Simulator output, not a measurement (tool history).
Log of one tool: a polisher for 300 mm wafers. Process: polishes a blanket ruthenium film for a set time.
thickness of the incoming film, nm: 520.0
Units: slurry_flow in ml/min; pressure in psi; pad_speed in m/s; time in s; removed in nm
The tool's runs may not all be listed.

Run 1, hour 0.0: slurry_flow 315 ml/min, pressure 2.1 psi, pad_speed 1.30 m/s, time 29 s. Result: removed 41.294 nm.
Run 2, hour 4.8: slurry_flow 315 ml/min, pressure 2.1 psi, pad_speed 1.30 m/s, time 29 s. Result: removed 41.080 nm.
Run 3, hour 6.7: slurry_flow 315 ml/min, pressure 2.4 psi, pad_speed 1.30 m/s, time 29 s. Result: removed 46.535 nm.
Run 4, hour 13.1: slurry_flow 315 ml/min, pressure 2.4 psi, pad_speed 1.30 m/s, time 26 s. Result: removed 41.697 nm.
Run 5, hour 20.5: slurry_flow 315 ml/min, pressure 2.9 psi, pad_speed 1.30 m/s, time 26 s. Result: removed 50.155 nm.
Run 6, hour 27.3: slurry_flow 315 ml/min, pressure 2.6 psi, pad_speed 1.28 m/s, time 26 s. Result: removed 44.813 nm.

Run 7 comes next. What will it give?
Run 7, hour 31.4: slurry_flow 315 ml/min, pressure 2.4 psi, pad_speed 1.28 m/s, time 26 s. Result: removed ?.

Run 7 gave removed 41.093 nm.
